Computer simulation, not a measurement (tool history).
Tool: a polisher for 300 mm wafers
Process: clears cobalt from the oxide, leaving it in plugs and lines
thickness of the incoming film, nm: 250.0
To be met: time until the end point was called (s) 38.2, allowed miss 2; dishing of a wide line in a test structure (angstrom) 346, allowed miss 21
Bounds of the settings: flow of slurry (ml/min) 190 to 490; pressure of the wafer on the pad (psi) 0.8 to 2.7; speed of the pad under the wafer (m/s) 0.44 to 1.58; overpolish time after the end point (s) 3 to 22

run  hour  flow of slurry (ml/min)  pressure of the wafer on the pad (psi)  speed of the pad under the wafer (m/s)  overpolish time after the end point (s)  time until the end point was called (s)  dishing of a wide line in a test structure (angstrom)
  1     0                      315                                     1.7                                       1                                       11                                   65.225                                                 284.14
  2   3.2                      315                                     1.8                                       1                                       11                                   65.002                                                 304.27
  3  11.7                      315                                     1.8                                    1.18                                       11                                   56.895                                                 331.22
  4    20                      315                                     1.8                                    1.18                                       15                                   56.069                                                 397.27
  5  25.6                      315                                     1.9                                     1.2                                       13                                   53.474                                                 378.14
  6  29.7                      315                                       2                                    1.22                                       12                                   50.876                                                 361.17
  7  32.4                      315                                     2.1                                    1.22                                       11                                   49.752                                                 355.73
  8  34.1                      315                                     2.2                                    1.24                                       10                                   47.319                                                 341.94
  9  41.6                      315                                     2.3                                    1.26                                       10                                   46.529                                                 351.32
 10  49.8                      315                                     2.3                                    1.26                                       10                                   44.987                                                 352.27
 11  58.1                      315                                     2.4                                    1.26                                       10                                   43.937                                                 365.41
 12  65.6                      315                                     2.4                                    1.28                                       10                                   42.757                                                 360.02
 13  67.4                      315                                     2.6                                     1.3                                        9                                   39.332                                                 365.12
 14    73                      315                                     2.6                                     1.3                                        8                                   39.806                                                 337.45

5 next moves are on the table. One of them brings every result within its allowed miss. Which?
  A  78.6                      380                                     2.7                                    1.16                                        9                                        ?                                                      ?
  B  78.6                      355                                     2.3                                    1.24                                        9                                        ?                                                      ?
  C  78.6                      345                                     2.5                                    1.26                                        8                                        ?                                                      ?
  D  78.6                      310                                     2.7                                    1.32                                        8                                        ?                                                      ?
  E  78.6                      280                                     2.7                                     1.2                                        9                                        ?                                                      ?

move  time until the end point was called (s)  dishing of a wide line in a test structure (angstrom)
   A                                   42.431                                                 342.35
   B                                   45.485                                                 327.75
   C                                   42.324                                                 318.06
   D                                   38.727                                                  336.6
   E                                   41.969                                                 344.64
A: further off than the last run
B: further off than the last run
C: further off than the last run
D: meets every target
E: further off than the last run
Answer: D
